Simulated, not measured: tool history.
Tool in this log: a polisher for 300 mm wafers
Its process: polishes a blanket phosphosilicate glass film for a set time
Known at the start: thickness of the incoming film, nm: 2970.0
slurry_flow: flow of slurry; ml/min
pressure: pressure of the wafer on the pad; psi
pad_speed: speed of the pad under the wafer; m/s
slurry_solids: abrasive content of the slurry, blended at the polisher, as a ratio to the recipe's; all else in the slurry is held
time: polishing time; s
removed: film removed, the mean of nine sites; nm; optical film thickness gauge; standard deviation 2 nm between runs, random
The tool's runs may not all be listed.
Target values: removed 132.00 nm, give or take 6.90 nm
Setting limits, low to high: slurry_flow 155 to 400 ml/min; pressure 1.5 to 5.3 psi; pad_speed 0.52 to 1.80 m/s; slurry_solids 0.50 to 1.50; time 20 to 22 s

run,hour,slurry_flow,pressure,pad_speed,slurry_solids,time,removed
1,0.0,255,3.4,1.16,1.00,22,246.20
2,5.0,255,3.4,1.16,1.10,22,251.08
3,10.6,255,3.2,1.14,1.10,22,234.27
4,16.5,255,3.7,1.14,1.10,22,267.25
5,18.8,255,3.5,1.12,1.10,22,247.82
6,26.3,255,3.3,1.10,1.10,22,233.00
7,35.3,255,3.1,1.08,1.10,22,214.59
8,40.3,255,2.9,1.08,1.10,22,200.45

Below are 4 possible settings for the next run. Only one of them brings all results inside the allowed miss of their targets. Which is it?
A,45.3,250,2.4,0.78,1.05,20,?
B,45.3,230,3.6,0.58,1.05,20,?
C,45.3,265,2.1,0.88,1.10,20,?
D,45.3,285,2.2,0.84,1.15,20,?

move,removed
A,115.91
B,133.86
C,114.75
D,118.06
A: pushes the last run's worst result past its target
B: all results in spec
C: pushes the last run's worst result past its target
D: pushes the last run's worst result past its target
So the answer is move B, the one that meets all the targets.

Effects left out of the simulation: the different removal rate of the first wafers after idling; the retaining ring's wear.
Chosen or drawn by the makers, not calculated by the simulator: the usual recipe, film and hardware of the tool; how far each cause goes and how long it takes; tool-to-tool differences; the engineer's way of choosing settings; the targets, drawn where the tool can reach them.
